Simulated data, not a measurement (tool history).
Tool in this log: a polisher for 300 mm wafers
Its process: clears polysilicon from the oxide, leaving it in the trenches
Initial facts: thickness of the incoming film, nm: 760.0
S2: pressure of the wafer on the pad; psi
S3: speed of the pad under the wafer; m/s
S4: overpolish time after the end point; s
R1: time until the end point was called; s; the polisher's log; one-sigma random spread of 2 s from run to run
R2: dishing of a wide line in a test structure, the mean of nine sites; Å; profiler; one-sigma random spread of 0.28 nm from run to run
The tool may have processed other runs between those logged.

Run 1, day 0: flow of slurry (ml/min) 150, S2 2.2 psi, S3 0.92 m/s, S4 12 s. Result: R1 67.599 s, R2 620.47 Å.
Run 2, day 0.275: flow of slurry (ml/min) 150, S2 2.4 psi, S3 0.92 m/s, S4 12 s. Result: R1 62.007 s, R2 653.21 Å.
Run 3, day 0.312: flow of slurry (ml/min) 150, S2 2.4 psi, S3 0.92 m/s, S4 15 s. Result: R1 61.255 s, R2 664.64 Å.
Run 4, day 0.662: flow of slurry (ml/min) 135, S2 2.4 psi, S3 0.92 m/s, S4 15 s. Result: R1 63.196 s, R2 670.72 Å.
Run 5, day 0.854: flow of slurry (ml/min) 105, S2 2.4 psi, S3 0.92 m/s, S4 15 s. Result: R1 66.148 s, R2 674.18 Å.
Run 6, day 0.879: flow of slurry (ml/min) 105, S2 2.4 psi, S3 0.92 m/s, S4 18 s. Result: R1 67.306 s, R2 697.71 Å.
Run 7, day 1.038: flow of slurry (ml/min) 120, S2 2.2 psi, S3 0.86 m/s, S4 16 s. Result: R1 74.402 s, R2 642.27 Å.
Run 8, day 1.412: flow of slurry (ml/min) 120, S2 2.2 psi, S3 0.86 m/s, S4 16 s. Result: R1 74.659 s, R2 658.98 Å.
Run 9, day 1.708: flow of slurry (ml/min) 140, S2 1.6 psi, S3 0.6 m/s, S4 10 s. Result: R1 132.48 s, R2 411.43 Å.
Run 10, day 1.883: flow of slurry (ml/min) 150, S2 1.6 psi, S3 0.58 m/s, S4 9 s. Result: R1 140.43 s, R2 372.04 Å.
Run 11, day 2.012: flow of slurry (ml/min) 160, S2 1.6 psi, S3 0.56 m/s, S4 8 s. Result: R1 137.92 s, R2 344.18 Å.
Run 12, day 2.342: flow of slurry (ml/min) 200, S2 1.6 psi, S3 0.42 m/s, S4 4 s. Result: R1 170.49 s, R2 165.83 Å.

Run 13 has not been measured yet. What should we expect?
Run 13, day 2.625: flow of slurry (ml/min) 195, S2 1.7 psi, S3 0.42 m/s, S4 4 s. Result: R1 ?, R2 ?.

Logged for run 13: R1 171.91 s, R2 169.78 Å.
